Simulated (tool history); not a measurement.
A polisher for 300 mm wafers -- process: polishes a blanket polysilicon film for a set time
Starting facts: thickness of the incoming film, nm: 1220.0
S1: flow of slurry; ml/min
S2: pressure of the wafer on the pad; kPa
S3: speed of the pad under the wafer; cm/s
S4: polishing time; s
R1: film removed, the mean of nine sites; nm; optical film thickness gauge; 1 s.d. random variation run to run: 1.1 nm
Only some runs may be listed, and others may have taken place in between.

| run | day | S1 | S2 | S3 | S4 | R1 |
|---|---|---|---|---|---|---|
| 1 | 0 | 270 | 17.9 | 92 | 23 | 158.87 |
| 2 | 0.267 | 270 | 17.2 | 92 | 23 | 155.96 |
| 3 | 0.471 | 330 | 17.2 | 92 | 23 | 155.84 |
| 4 | 0.554 | 330 | 16.5 | 92 | 23 | 150.41 |
| 5 | 0.879 | 355 | 16.5 | 92 | 23 | 147.99 |
| 6 | 1.1 | 355 | 15.9 | 92 | 23 | 144.22 |
|  | 1.15 | head pressure recalibrated |
| 7 | 1.15 | 355 | 15.2 | 92 | 23 | 125.51 |

Run 8 has not been measured yet. What should we expect?
| 8 | 1.242 | 355 | 13.8 | 92 | 23 | ? |

{"run 8": {"R1": 111.65}}

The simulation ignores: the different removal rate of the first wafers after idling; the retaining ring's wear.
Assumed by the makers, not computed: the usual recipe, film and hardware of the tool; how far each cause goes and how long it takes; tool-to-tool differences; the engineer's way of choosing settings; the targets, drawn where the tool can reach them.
